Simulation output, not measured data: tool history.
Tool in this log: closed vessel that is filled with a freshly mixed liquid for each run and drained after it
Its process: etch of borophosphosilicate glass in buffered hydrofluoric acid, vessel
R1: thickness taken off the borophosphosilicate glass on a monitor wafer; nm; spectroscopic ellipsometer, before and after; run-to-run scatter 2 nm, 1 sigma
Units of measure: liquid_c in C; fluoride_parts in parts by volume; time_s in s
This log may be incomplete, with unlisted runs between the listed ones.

{"run": 1, "hour": 0.0, "liquid_c": 24.0, "fluoride_parts": 8.5, "time_s": 95, "R1": 213.54}
{"run": 2, "hour": 1.8, "liquid_c": 24.0, "fluoride_parts": 7.5, "time_s": 95, "R1": 248.06}
{"run": 3, "hour": 7.8, "liquid_c": 25.0, "fluoride_parts": 7.5, "time_s": 95, "R1": 259.38}
{"run": 4, "hour": 17.0, "liquid_c": 25.0, "fluoride_parts": 9.0, "time_s": 95, "R1": 211.62}
{"run": 5, "hour": 23.5, "liquid_c": 25.0, "fluoride_parts": 9.0, "time_s": 95, "R1": 210.42}
{"run": 6, "hour": 26.6, "liquid_c": 25.0, "fluoride_parts": 9.0, "time_s": 100, "R1": 223.03}
{"run": 7, "hour": 31.0, "liquid_c": 29.0, "fluoride_parts": 9.0, "time_s": 100, "R1": 276.8}
{"run": 8, "hour": 33.1, "liquid_c": 29.5, "fluoride_parts": 9.0, "time_s": 100, "R1": 280.24}

Run 9 comes next. What will it give?
{"run": 9, "hour": 36.2, "liquid_c": 30.0, "fluoride_parts": 9.0, "time_s": 100, "R1": "?"}

R1: 289.78 nm

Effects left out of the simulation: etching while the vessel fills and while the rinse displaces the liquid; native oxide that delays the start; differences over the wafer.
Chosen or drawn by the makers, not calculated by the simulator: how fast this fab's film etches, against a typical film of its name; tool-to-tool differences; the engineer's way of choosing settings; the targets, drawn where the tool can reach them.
